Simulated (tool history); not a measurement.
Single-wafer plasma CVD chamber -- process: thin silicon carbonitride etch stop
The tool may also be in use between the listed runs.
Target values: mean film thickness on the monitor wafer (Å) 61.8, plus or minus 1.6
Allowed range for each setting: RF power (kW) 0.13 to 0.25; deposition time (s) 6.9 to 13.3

run	day	RF power (kW)	deposition time (s)	mean film thickness on the monitor wafer (Å)
1	0	0.19	10.1	54.835
2	0.075	0.17	10.1	52.815
3	0.338	0.19	10.1	54.631
4	0.708	0.19	9.6	52.153
5	1.017	0.195	9.8	53.679
6	1.092	0.2	10	55.277
7	1.217	0.205	10.1	56.233
8	1.446	0.21	10.2	57.268
9	1.671	0.215	10.3	58.164
10	1.971	0.22	10.4	59.137

Next run, 5 choices. One meets every target within its allowed miss, the rest don't. Which?
A	2.271	0.21	10.2	?
B	2.271	0.24	10.1	?
C	2.271	0.25	10.5	?
D	2.271	0.235	10	?
E	2.271	0.22	10.1	?

move	mean film thickness on the monitor wafer (Å)
A	57.162
B	59.041
C	62.173
D	58.07
E	57.442
A: its largest miss is bigger than the last run's
B: no nearer and no further than the last run
C: every result lands within tolerance
D: its largest miss is bigger than the last run's
E: its largest miss is bigger than the last run's
Correct choice: C, which meets every target
